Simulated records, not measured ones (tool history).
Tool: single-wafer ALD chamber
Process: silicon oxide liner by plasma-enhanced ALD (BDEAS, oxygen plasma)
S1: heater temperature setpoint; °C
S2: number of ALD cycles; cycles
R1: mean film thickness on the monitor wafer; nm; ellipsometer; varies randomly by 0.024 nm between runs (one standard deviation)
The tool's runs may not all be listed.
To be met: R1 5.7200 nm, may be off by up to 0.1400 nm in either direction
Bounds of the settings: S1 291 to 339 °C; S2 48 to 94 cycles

| run | day | S1 | S2 | R1 |
|---|---|---|---|---|
| 1 | 0.000 | 315 | 71 | 6.5581 |
| 2 | 0.167 | 306 | 71 | 6.6732 |
| 3 | 0.421 | 306 | 69 | 6.5067 |
| 4 | 0.454 | 315 | 69 | 6.4439 |
| 5 | 0.517 | 315 | 68 | 6.2967 |
| 6 | 0.546 | 305 | 68 | 6.4263 |
| 7 | 0.762 | 305 | 67 | 6.3272 |
| 8 | 0.892 | 306 | 59 | 5.5503 |

Exactly one of the 4 candidate moves below puts every result within its allowed miss. Which one?
| A | 1.021 | 304 | 61 | ? |
| B | 1.021 | 305 | 56 | ? |
| C | 1.021 | 310 | 65 | ? |
| D | 1.021 | 314 | 58 | ? |

| move | R1 |
|---|---|
| A | 5.7357 |
| B | 5.2572 |
| C | 6.0532 |
| D | 5.3664 |
A: meets every target
B: moves away from the targets compared with the last run
C: moves the result that the last run missed by most past its target, out the other side
D: moves away from the targets compared with the last run
A meets every target.

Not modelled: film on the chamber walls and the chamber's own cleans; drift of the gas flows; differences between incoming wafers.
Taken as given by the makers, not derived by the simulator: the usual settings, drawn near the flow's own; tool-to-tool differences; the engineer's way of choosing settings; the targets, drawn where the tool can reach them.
